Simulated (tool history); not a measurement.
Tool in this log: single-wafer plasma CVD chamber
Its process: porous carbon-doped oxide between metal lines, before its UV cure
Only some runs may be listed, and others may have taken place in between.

run,hour,heater temperature setpoint (K),RF power (W),deposition time (s),mean film thickness on the monitor wafer (nm)
1,0,553.15,605,53.4,358.01
2,7.3,549.15,605,53.4,367.2
3,10.5,545.15,620,53.4,388.63
4,18.1,545.15,680,53.4,425.65
5,27.1,535.15,680,53.4,456.5
6,32.4,535.15,680,55.2,472.48
7,38.7,536.15,680,55.2,470.36
8,43.9,537.15,680,55.2,467.37

The next listed run, before its measurement:
9,46.3,538.15,680,55.2,?

mean film thickness on the monitor wafer (nm): 463.3

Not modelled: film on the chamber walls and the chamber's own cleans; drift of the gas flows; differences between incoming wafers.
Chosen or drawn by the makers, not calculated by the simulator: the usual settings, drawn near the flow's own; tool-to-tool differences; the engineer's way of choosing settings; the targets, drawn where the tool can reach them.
